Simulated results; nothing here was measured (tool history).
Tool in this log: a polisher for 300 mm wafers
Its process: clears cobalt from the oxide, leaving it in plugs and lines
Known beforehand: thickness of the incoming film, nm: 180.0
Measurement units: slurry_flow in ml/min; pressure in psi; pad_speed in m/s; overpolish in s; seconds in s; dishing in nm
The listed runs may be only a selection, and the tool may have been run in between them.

run,hour,slurry_flow,pressure,pad_speed,overpolish,seconds,dishing
1,0.0,155,1.6,1.12,26,39.014,47.172
2,8.8,150,1.5,1.12,24,41.685,44.792
3,10.8,150,1.9,1.12,24,32.743,49.825
4,14.3,165,1.7,1.14,22,35.954,47.132
5,19.1,165,2.0,1.14,22,31.182,47.173
6,27.1,175,2.0,1.06,20,33.273,45.860
7,36.0,185,1.9,1.04,18,34.565,43.454
8,38.6,195,1.9,0.96,17,36.877,41.803
9,41.3,200,1.9,0.90,16,38.236,40.564

Run 10 has not been measured yet. What should we expect?
10,44.7,205,1.9,0.84,15,?,?

seconds: 41.082 s
dishing: 38.712 nm
